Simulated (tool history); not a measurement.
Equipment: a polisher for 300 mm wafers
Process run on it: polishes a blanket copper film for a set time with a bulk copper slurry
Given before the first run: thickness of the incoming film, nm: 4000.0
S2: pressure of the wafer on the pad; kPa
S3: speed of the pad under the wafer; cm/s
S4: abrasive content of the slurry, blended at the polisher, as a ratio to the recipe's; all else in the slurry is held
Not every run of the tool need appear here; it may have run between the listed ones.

{"run": 1, "hour": 0.0, "flow of slurry (ml/min)": 140, "S2": 15.9, "S3": 118, "S4": 1.0, "polishing time (s)": 116, "film removed (angstrom)": 11882.0}
{"run": 2, "hour": 6.7, "flow of slurry (ml/min)": 140, "S2": 15.9, "S3": 118, "S4": 1.1, "polishing time (s)": 116, "film removed (angstrom)": 12000.0}
{"run": 3, "hour": 15.6, "flow of slurry (ml/min)": 140, "S2": 15.9, "S3": 118, "S4": 1.25, "polishing time (s)": 116, "film removed (angstrom)": 12577.0}
{"run": 4, "hour": 19.7, "flow of slurry (ml/min)": 160, "S2": 15.9, "S3": 118, "S4": 1.25, "polishing time (s)": 116, "film removed (angstrom)": 12398.0}
{"run": 5, "hour": 20.2, "flow of slurry (ml/min)": 160, "S2": 15.9, "S3": 118, "S4": 1.4, "polishing time (s)": 116, "film removed (angstrom)": 13047.0}
{"run": 6, "hour": 21.4, "flow of slurry (ml/min)": 160, "S2": 15.9, "S3": 118, "S4": 1.4, "polishing time (s)": 116, "film removed (angstrom)": 12865.0}
{"run": 7, "hour": 26.9, "flow of slurry (ml/min)": 160, "S2": 13.8, "S3": 116, "S4": 1.4, "polishing time (s)": 116, "film removed (angstrom)": 11288.0}
{"run": 8, "hour": 28.0, "flow of slurry (ml/min)": 160, "S2": 12.4, "S3": 112, "S4": 1.4, "polishing time (s)": 116, "film removed (angstrom)": 10145.0}
{"run": 9, "hour": 35.7, "flow of slurry (ml/min)": 160, "S2": 11.0, "S3": 110, "S4": 1.4, "polishing time (s)": 116, "film removed (angstrom)": 9230.6}
{"run": 10, "hour": 39.0, "flow of slurry (ml/min)": 160, "S2": 10.3, "S3": 108, "S4": 1.4, "polishing time (s)": 116, "film removed (angstrom)": 8372.5}
{"run": 11, "hour": 41.0, "flow of slurry (ml/min)": 160, "S2": 10.3, "S3": 108, "S4": 1.4, "polishing time (s)": 116, "film removed (angstrom)": 8378.7}

Run 12 comes next. What will it give?
{"run": 12, "hour": 47.2, "flow of slurry (ml/min)": 160, "S2": 9.7, "S3": 108, "S4": 1.4, "polishing time (s)": 116, "film removed (angstrom)": "?"}

Run 12 produced film removed (angstrom) 8180.8.
